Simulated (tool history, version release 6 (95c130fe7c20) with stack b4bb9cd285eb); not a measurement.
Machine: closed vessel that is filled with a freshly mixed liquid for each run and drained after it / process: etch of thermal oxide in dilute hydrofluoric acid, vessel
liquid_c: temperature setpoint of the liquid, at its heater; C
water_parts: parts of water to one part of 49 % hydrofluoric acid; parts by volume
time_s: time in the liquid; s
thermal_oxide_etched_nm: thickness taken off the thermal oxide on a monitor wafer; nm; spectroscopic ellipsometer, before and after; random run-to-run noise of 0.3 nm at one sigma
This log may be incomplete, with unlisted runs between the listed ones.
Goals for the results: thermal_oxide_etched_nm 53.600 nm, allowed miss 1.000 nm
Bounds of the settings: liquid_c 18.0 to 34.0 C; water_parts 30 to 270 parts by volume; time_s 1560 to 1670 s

| run | hour | liquid_c | water_parts | time_s | thermal_oxide_etched_nm |
|---|---|---|---|---|---|
| 1 | 0.0 | 26.0 | 150 | 1560 | 50.846 |
| 2 | 9.1 | 26.0 | 190 | 1560 | 38.900 |
| 3 | 11.2 | 22.5 | 190 | 1560 | 34.226 |
| 4 | 13.8 | 24.5 | 190 | 1560 | 36.946 |
| 5 | 16.3 | 26.0 | 190 | 1560 | 38.934 |
| 6 | 24.1 | 27.5 | 190 | 1560 | 40.995 |
| 7 | 25.3 | 28.5 | 190 | 1560 | 42.588 |
| 8 | 27.7 | 29.5 | 190 | 1560 | 43.835 |
| 9 | 37.2 | 30.5 | 190 | 1560 | 45.963 |
| 10 | 43.8 | 31.0 | 190 | 1560 | 46.601 |
| 11 | 50.4 | 31.5 | 190 | 1560 | 47.079 |
| 12 | 59.5 | 32.0 | 190 | 1560 | 47.989 |
| 13 | 67.2 | 32.5 | 190 | 1560 | 48.900 |

Which of these 4 next moves meets every target?
| A | 74.9 | 34.0 | 200 | 1665 | ? |
| B | 74.9 | 34.0 | 185 | 1580 | ? |
| C | 74.9 | 33.0 | 190 | 1595 | ? |
| D | 74.9 | 31.0 | 185 | 1660 | ? |

| move | thermal_oxide_etched_nm |
|---|---|
| A | 51.693 |
| B | 54.053 |
| C | 51.032 |
| D | 51.219 |
A: better than the last run, though not everything is in spec
B: every result lands within tolerance
C: better than the last run, though not everything is in spec
D: better than the last run, though not everything is in spec
Correct choice: B, which meets every target
